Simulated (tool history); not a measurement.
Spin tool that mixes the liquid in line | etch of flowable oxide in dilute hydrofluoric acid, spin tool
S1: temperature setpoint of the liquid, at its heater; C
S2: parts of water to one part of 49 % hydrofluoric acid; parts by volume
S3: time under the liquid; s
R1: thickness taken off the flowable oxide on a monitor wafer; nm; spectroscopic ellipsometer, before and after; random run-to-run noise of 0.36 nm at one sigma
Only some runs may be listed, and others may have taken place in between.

run  hour    S1  S2  S3      R1
  1   0.0  23.0  80  50  22.649
  2   0.5  24.5  80  50  23.782
  3   2.7  25.5  75  50  26.692
  4   3.3  26.5  70  50  30.078
  5   7.0  27.5  70  50  31.156
  6  12.8  28.0  70  50  31.652

The next listed run, before its measurement:
     14.8  -- thermometer replaced
  7  14.8  31.0  60  50   ?

R1: 46.225 nm

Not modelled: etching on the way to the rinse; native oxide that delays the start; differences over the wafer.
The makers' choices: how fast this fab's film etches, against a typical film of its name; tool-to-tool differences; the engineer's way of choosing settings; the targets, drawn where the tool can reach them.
